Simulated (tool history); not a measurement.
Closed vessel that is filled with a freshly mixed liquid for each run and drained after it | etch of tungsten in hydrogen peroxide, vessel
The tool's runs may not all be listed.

run  hour  temperature setpoint of the liquid (°C)  concentration of hydrogen peroxide in the mixed liquid (% by weight)  time in the liquid (s)  thickness taken off the tungsten on a monitor wafer (Å)
  1     0                                       54                                                                  16.5                      95                                                   1204.1
  2   9.3                                       50                                                                  16.5                      95                                                    944.6
  3  12.6                                       50                                                                  16.5                     100                                                    993.8
  4  16.4                                     50.5                                                                  16.5                     100                                                   1019.6
  5  24.9                                       51                                                                  16.5                     100                                                     1054
  6  31.4                                       51                                                                  16.5                     100                                                     1064
  7  38.5                                     51.5                                                                  16.5                     100                                                     1091

Run 8 comes next. What will it give?
  8  46.6                                       52                                                                  16.5                     100                                                        ?

{"run 8": {"thickness taken off the tungsten on a monitor wafer (Å)": 1130.1}}
